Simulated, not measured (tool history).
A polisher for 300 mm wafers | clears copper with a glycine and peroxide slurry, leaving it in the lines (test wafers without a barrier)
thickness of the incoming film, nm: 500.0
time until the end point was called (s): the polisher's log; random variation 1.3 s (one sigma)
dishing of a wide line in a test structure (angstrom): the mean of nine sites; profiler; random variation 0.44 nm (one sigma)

| run | day | flow of slurry (ml/min) | pressure of the wafer on the pad (psi) | speed of the pad under the wafer (m/s) | overpolish time after the end point (s) | time until the end point was called (s) | dishing of a wide line in a test structure (angstrom) |
|---|---|---|---|---|---|---|---|
| 1 | 0.000 | 195 | 3.1 | 0.94 | 12 | 86.010 | 206.22 |
| 2 | 0.088 | 195 | 3.1 | 0.94 | 9 | 86.070 | 190.24 |
| 3 | 0.329 | 195 | 3.7 | 0.94 | 9 | 73.010 | 185.58 |
| 4 | 0.654 | 195 | 3.7 | 1.06 | 9 | 67.067 | 194.59 |
| 5 | 0.812 | 195 | 3.0 | 1.06 | 9 | 78.627 | 192.88 |
| 6 | 1.042 | 195 | 3.0 | 1.06 | 11 | 79.248 | 199.92 |
| 7 | 1.271 | 190 | 2.5 | 1.02 | 12 | 96.022 | 198.67 |
| 8 | 1.438 | 185 | 2.2 | 1.02 | 14 | 106.730 | 200.58 |
| 9 | 1.796 | 185 | 2.0 | 1.02 | 16 | 116.060 | 207.42 |

The next listed run, before its measurement:
| 10 | 2.050 | 185 | 1.9 | 1.02 | 17 | ? | ? |

time until the end point was called (s): 120.830
dishing of a wide line in a test structure (angstrom): 210.71

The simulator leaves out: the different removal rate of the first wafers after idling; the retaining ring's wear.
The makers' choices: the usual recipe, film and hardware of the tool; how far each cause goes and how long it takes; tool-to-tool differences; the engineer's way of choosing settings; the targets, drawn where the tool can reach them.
